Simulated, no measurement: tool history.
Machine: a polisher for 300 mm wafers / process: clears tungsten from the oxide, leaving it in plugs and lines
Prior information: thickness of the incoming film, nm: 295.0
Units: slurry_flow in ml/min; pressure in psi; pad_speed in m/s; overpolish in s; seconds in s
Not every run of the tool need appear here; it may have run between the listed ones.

run  hour  slurry_flow  pressure  pad_speed  slurry_solids  overpolish  seconds
  1   0.0          280       3.1       0.98            1.0           8   70.502
  2   6.2          280       3.5       0.98            1.0           8   63.917
  3  14.1          280       3.5       1.22            1.0           8   51.242
  4  20.5          345       3.5       1.22            1.0           8   48.895
  5  27.6          345       3.5       1.44            1.0           8   42.282
  6  33.6          345       3.1       1.44            1.0           8   47.011
  7  42.2          345       3.1       1.44            1.0           8   46.860
  8  45.0          340       2.6       1.32            1.0           8   59.150
  9  50.0          330       2.3       1.22            1.0           8   69.636
 10  57.4          325       2.0       1.14            1.0           8   86.346

Run 11 is up next; what results do you expect?
 11  64.5          325       1.8       1.12            1.0           8        ?

Run 11 gave seconds 92.450 s.
